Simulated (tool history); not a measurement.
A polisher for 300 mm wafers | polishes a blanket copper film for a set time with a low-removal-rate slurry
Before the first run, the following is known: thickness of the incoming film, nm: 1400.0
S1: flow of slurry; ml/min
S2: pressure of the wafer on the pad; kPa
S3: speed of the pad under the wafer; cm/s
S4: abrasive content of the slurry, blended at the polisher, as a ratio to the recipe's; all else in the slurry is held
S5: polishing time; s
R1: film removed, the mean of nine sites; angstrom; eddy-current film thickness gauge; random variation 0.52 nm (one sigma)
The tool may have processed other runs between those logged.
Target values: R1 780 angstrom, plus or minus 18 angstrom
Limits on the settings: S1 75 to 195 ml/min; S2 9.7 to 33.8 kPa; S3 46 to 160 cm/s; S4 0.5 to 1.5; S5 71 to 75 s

run    day   S1    S2   S3    S4  S5      R1
  1      0  125  21.4  102     1  71  1754.2
  2  0.183  125  21.4  114     1  71  1955.5
  3  0.367  125  21.4  114     1  71  1931.3
  4  0.479  125  21.4  114  0.85  71  1880.5
  5  0.721  100  21.4  114  0.85  71  1763.4
  6  0.925   95  17.9  108  0.85  71  1380.8
  7  1.121   90  15.9  104  0.85  71    1149
  8  1.404   75   9.7  102  0.85  71  673.88
  9  1.658   90   9.7  102  0.85  71  716.94
     1.729  -- slurry nozzle cleaned
 10  1.729  115   9.7  102  0.85  71  846.33
 11  2.071  110   9.7  102  0.85  71  850.92
 12  2.362  105   9.7  102  0.85  71  846.28
 13  2.412  105   9.7  102  0.85  71  840.46
 14  2.592  100   9.7  102  0.85  71   824.5
 15  2.825   95   9.7  102  0.85  71  830.85
 16  3.146   90   9.7  102  0.85  71  810.27

5 next moves are on the table. One of them brings every result within its allowed miss. Which?
  A  3.467   75  10.3  100   0.9  74   ?
  B  3.467  100  10.3   92   0.6  75   ?
  C  3.467  100  10.3   90   0.9  74   ?
  D  3.467   85  13.8   78  0.55  75   ?
  E  3.467   90  10.3   96  0.85  72   ?

move      R1
   A  860.62
   B  780.87
   C  831.24
   D  825.71
   E  829.65
A: lands further from the targets than the last run did
B: hits every target within its allowed miss
C: lands further from the targets than the last run did
D: lands further from the targets than the last run did
E: lands further from the targets than the last run did
Correct choice: B, which meets every target
